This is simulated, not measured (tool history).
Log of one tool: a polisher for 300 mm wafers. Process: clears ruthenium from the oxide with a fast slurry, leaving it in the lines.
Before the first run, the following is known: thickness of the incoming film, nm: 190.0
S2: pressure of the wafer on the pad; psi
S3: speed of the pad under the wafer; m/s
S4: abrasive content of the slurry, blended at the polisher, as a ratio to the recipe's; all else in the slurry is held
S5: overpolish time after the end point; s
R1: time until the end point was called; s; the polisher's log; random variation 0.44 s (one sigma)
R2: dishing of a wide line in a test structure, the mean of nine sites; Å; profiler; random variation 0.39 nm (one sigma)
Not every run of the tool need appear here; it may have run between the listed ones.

run 1 day=0 | flow_of_slurry_(ml/min)=170 S2=2.9 S3=1.2 S4=1 S5=21 | R1=39.165 R2=786.29
run 2 day=0.204 | flow_of_slurry_(ml/min)=170 S2=2.9 S3=1.2 S4=1 S5=28 | R1=38.373 R2=984.11
run 3 day=0.546 | flow_of_slurry_(ml/min)=170 S2=2.9 S3=1.2 S4=1.15 S5=28 | R1=36.451 R2=1032.6
run 4 day=0.871 | flow_of_slurry_(ml/min)=170 S2=2.9 S3=1.2 S4=1.35 S5=28 | R1=33.867 R2=1066.9
run 5 day=0.95 | flow_of_slurry_(ml/min)=180 S2=2.6 S3=1.18 S4=1.4 S5=23 | R1=36.745 R2=865.61
run 6 day=1.279 | flow_of_slurry_(ml/min)=180 S2=2.6 S3=1.18 S4=1.4 S5=16 | R1=37.368 R2=635.9
run 7 day=1.621 | flow_of_slurry_(ml/min)=180 S2=2.6 S3=1.18 S4=1.4 S5=16 | R1=37.509 R2=623.97
run 8 day=1.679 | flow_of_slurry_(ml/min)=180 S2=2.4 S3=1.18 S4=1.4 S5=14 | R1=40.266 R2=513.74
run 9 day=1.946 | flow_of_slurry_(ml/min)=170 S2=2.3 S3=1.18 S4=1.4 S5=14 | R1=42.886 R2=506.77
run 10 day=2.279 | flow_of_slurry_(ml/min)=165 S2=2.2 S3=1.18 S4=1.4 S5=13 | R1=43.939 R2=445.03
run 11 day=2.6 | flow_of_slurry_(ml/min)=155 S2=2.1 S3=1.18 S4=1.4 S5=13 | R1=47.625 R2=430.69
run 12 day=2.767 | flow_of_slurry_(ml/min)=135 S2=2 S3=1.16 S4=1.4 S5=7 | R1=52.106 R2=222.79
run 13 day=2.979 | flow_of_slurry_(ml/min)=185 S2=1.8 S3=1.14 S4=1.4 S5=9 | R1=54.584 R2=269.52

Expected results for the next run?
run 14 day=3.117 | flow_of_slurry_(ml/min)=190 S2=1.8 S3=1.14 S4=1.4 S5=10 | R1=? R2=?

R1: 54.791 s
R2: 292.19 Å
